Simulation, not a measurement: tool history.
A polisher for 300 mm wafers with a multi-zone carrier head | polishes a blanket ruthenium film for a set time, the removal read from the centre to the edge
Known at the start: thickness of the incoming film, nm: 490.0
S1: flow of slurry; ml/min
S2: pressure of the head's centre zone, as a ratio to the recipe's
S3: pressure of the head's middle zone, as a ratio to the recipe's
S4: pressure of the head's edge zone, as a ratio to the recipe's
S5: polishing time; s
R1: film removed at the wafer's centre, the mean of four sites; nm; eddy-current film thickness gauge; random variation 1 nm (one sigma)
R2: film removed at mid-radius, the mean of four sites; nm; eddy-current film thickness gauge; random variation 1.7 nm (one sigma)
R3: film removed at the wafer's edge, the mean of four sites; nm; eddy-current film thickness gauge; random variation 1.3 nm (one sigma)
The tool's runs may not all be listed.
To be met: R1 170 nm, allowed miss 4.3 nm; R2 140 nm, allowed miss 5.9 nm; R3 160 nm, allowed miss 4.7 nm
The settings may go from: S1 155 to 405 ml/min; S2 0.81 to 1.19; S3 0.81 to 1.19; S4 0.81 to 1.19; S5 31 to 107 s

run    day   S1    S2    S3    S4  S5      R1      R2      R3
  1      0  260     1     1     1  69  127.46  130.31  134.65
  2  0.038  285     1     1     1  69  128.82  135.25  132.92
  3  0.242  320     1     1     1  69  128.78  133.44  134.47
  4    0.6  320     1  1.04     1  69  130.56  138.88  134.73
  5  0.738  315  1.05  1.01  1.04  71  139.84  135.54  141.61
  6  1.017  315  1.05  0.96  1.04  71  139.13  128.61  141.82
  7  1.233  350  1.15  0.99  1.14  75  161.24  145.68  156.83
  8  1.442  355  1.16  0.97  1.14  75  163.23  143.91  156.29
  9  1.692  355  1.17  0.95  1.15  75  165.05  141.38   156.8

Which of these 4 next moves meets every target?
  A  1.942  370  1.19  0.97  1.06  75   ?   ?   ?
  B  1.942  400  1.15  0.93  1.06  74   ?   ?   ?
  C  1.942  370  1.16  1.04  1.12  72   ?   ?   ?
  D  1.942  360  1.14  0.89  1.08  79   ?   ?   ?

move      R1      R2      R3
   A  169.31  143.88   152.5
   B  162.89  137.86  151.22
   C  158.85   146.5  150.38
   D  170.97  140.78  162.05
A: brings the result that was furthest off to its target, and leaves another outside
B: further off than the last run
C: further off than the last run
D: meets every target
Answer: D
